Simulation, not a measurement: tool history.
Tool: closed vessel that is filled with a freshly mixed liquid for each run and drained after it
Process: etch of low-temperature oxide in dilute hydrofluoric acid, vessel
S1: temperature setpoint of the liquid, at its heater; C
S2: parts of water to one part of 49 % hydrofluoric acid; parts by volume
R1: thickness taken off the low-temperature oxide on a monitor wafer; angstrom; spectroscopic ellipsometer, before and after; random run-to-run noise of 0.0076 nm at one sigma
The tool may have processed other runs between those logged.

{"run": 1, "day": 0.0, "S1": 23, "S2": 240, "time in the liquid (s)": 30, "R1": 16.089}
{"run": 2, "day": 0.171, "S1": 24.5, "S2": 240, "time in the liquid (s)": 30, "R1": 16.867}
{"run": 3, "day": 0.517, "S1": 23.5, "S2": 240, "time in the liquid (s)": 30, "R1": 16.535}
{"run": 4, "day": 0.625, "S1": 22, "S2": 255, "time in the liquid (s)": 30, "R1": 14.361}
{"run": 5, "day": 0.804, "S1": 20.5, "S2": 265, "time in the liquid (s)": 30, "R1": 12.982}
{"run": 6, "day": 0.879, "S1": 19.5, "S2": 270, "time in the liquid (s)": 30, "R1": 12.044}

Predict the results of run 7:
{"run": 7, "day": 0.975, "S1": 19, "S2": 275, "time in the liquid (s)": 30, "R1": "?"}

R1: 11.8 angstrom

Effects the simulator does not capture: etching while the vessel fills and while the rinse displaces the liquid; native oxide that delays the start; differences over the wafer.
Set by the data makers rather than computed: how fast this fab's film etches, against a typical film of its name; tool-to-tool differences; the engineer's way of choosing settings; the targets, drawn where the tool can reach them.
